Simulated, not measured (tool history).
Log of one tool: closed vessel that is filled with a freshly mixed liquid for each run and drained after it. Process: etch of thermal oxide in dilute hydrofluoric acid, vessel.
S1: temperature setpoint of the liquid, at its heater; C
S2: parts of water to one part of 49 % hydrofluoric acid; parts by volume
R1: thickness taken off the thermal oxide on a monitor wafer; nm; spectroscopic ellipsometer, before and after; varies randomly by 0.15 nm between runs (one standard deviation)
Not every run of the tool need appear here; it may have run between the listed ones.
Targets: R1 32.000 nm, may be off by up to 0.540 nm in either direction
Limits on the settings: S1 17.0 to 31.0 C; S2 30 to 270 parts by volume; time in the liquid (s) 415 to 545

Run 1, hour 0.0: S1 23.0 C, S2 150 parts by volume, time in the liquid (s) 545. Result: R1 16.221 nm.
Run 2, hour 3.0: S1 24.5 C, S2 140 parts by volume, time in the liquid (s) 545. Result: R1 18.679 nm.
Run 3, hour 5.8: S1 25.5 C, S2 135 parts by volume, time in the liquid (s) 545. Result: R1 20.205 nm.
Run 4, hour 10.9: S1 25.5 C, S2 85 parts by volume, time in the liquid (s) 545. Result: R1 34.294 nm.
Run 5, hour 20.1: S1 25.5 C, S2 120 parts by volume, time in the liquid (s) 545. Result: R1 23.254 nm.
Run 6, hour 28.1: S1 26.5 C, S2 115 parts by volume, time in the liquid (s) 545. Result: R1 25.479 nm.
Run 7, hour 31.0: S1 27.5 C, S2 115 parts by volume, time in the liquid (s) 545. Result: R1 26.252 nm.
Run 8, hour 36.8: S1 28.0 C, S2 115 parts by volume, time in the liquid (s) 545. Result: R1 26.926 nm.
Run 9, hour 43.6: S1 28.5 C, S2 115 parts by volume, time in the liquid (s) 545. Result: R1 27.360 nm.
Run 10, hour 49.1: S1 29.0 C, S2 115 parts by volume, time in the liquid (s) 545. Result: R1 27.812 nm.
Run 11, hour 55.8: S1 29.5 C, S2 115 parts by volume, time in the liquid (s) 545. Result: R1 28.191 nm.
Run 12, hour 63.3: S1 30.0 C, S2 115 parts by volume, time in the liquid (s) 545. Result: R1 28.669 nm.
Run 13, hour 71.0: S1 30.5 C, S2 110 parts by volume, time in the liquid (s) 545. Result: R1 30.753 nm.

Which of these 4 next moves meets every target?
Run A, hour 78.7: S1 30.0 C, S2 105 parts by volume, time in the liquid (s) 545. Result: R1 ?.
Run B, hour 78.7: S1 28.5 C, S2 95 parts by volume, time in the liquid (s) 540. Result: R1 ?.
Run C, hour 78.7: S1 28.0 C, S2 95 parts by volume, time in the liquid (s) 545. Result: R1 ?.
Run D, hour 78.7: S1 26.0 C, S2 95 parts by volume, time in the liquid (s) 540. Result: R1 ?.

move      R1
   A  32.042
   B  33.621
   C  33.290
   D  30.527
A: every result lands within tolerance
B: pushes the last run's worst result past its target
C: pushes the last run's worst result past its target
D: its largest miss is bigger than the last run's
A meets every target.
